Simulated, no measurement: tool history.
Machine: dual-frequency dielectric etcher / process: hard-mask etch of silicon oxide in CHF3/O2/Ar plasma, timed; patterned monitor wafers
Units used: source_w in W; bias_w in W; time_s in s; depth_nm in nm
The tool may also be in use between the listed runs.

{"run": 1, "hour": 0.0, "source_w": 600, "bias_w": 129, "time_s": 10.5, "depth_nm": 16.707}
{"run": 2, "hour": 5.6, "source_w": 600, "bias_w": 116, "time_s": 10.5, "depth_nm": 16.253}
{"run": 3, "hour": 12.5, "source_w": 570, "bias_w": 113, "time_s": 10.5, "depth_nm": 15.715}
{"run": 4, "hour": 16.9, "source_w": 490, "bias_w": 113, "time_s": 10.5, "depth_nm": 14.497}
{"run": 5, "hour": 25.7, "source_w": 490, "bias_w": 127, "time_s": 10.5, "depth_nm": 14.936}
{"run": 6, "hour": 32.5, "source_w": 490, "bias_w": 107, "time_s": 10.5, "depth_nm": 14.191}
{"run": 7, "hour": 39.7, "source_w": 490, "bias_w": 107, "time_s": 10.5, "depth_nm": 14.19}
{"run": 8, "hour": 45.1, "source_w": 480, "bias_w": 107, "time_s": 10.5, "depth_nm": 13.943}
{"run": 9, "hour": 49.7, "source_w": 480, "bias_w": 107, "time_s": 10.5, "depth_nm": 13.999}
{"run": 10, "hour": 54.4, "source_w": 480, "bias_w": 107, "time_s": 10.5, "depth_nm": 14.084}

Run 11 is up next; what results do you expect?
{"run": 11, "hour": 57.0, "source_w": 470, "bias_w": 107, "time_s": 10.5, "depth_nm": "?"}

depth_nm: 13.762 nm

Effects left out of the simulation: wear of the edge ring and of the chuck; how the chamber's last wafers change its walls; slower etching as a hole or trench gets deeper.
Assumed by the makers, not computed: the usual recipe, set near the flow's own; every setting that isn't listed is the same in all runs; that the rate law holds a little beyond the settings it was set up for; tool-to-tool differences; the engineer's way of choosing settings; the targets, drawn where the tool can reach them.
